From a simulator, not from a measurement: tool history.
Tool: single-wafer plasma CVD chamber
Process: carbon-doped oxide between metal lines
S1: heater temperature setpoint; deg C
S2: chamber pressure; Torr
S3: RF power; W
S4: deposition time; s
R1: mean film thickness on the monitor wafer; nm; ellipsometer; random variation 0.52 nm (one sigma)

run  hour   S1    S2   S3    S4      R1
  1     0  370     5  375  20.1  79.693
  2   8.6  369  5.19  380  20.1  81.237
  3  17.2  368  5.38  385  20.1  81.992
  4  20.9  363  5.38  385  20.1  82.573
  5  29.5  363  5.41  395  20.1  83.222
  6  32.2  363  5.43  405  20.1   85.05

The next listed run, before its measurement:
  7  39.8  363  5.45  410  20.1   ?

Run 7 gave R1 84.495 nm.

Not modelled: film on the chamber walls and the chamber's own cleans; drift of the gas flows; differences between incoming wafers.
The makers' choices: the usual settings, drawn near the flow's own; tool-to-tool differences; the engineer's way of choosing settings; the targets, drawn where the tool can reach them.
